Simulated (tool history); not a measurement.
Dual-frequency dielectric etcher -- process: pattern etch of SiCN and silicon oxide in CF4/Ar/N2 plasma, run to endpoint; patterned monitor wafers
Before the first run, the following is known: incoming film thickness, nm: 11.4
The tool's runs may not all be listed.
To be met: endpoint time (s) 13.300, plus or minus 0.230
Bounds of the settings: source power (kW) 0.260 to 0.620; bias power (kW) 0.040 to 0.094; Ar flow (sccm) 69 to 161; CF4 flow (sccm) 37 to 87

run    day  source power (kW)  bias power (kW)  Ar flow (sccm)  CF4 flow (sccm)  endpoint time (s)
  1  0.000              0.440            0.067             115               62             15.577
  2  0.150              0.440            0.071             115               62             15.252
  3  0.388              0.440            0.071             133               62             15.517
  4  0.533              0.440            0.071             133               58             15.672
  5  0.758              0.440            0.071             120               58             15.454
  6  0.862              0.460            0.071             120               58             15.011
  7  0.983              0.470            0.071             120               58             14.626
  8  1.196              0.520            0.072             120               58             13.690
  9  1.483              0.520            0.072             120               58             13.723

4 candidate next runs follow, results not yet known. Just one meets every target within its allowed miss. Identify it.
  A  1.771              0.550            0.076             117               66                  ?
  B  1.771              0.570            0.074             136               59                  ?
  C  1.771              0.610            0.061             144               56                  ?
  D  1.771              0.480            0.085             160               40                  ?

move  endpoint time (s)
   A             12.552
   B             12.773
   C             13.274
   D             14.566
A: carries the result that was furthest off beyond its target, to the other side
B: carries the result that was furthest off beyond its target, to the other side
C: hits every target within its allowed miss
D: lands further from the targets than the last run did
Correct choice: C, which meets every target
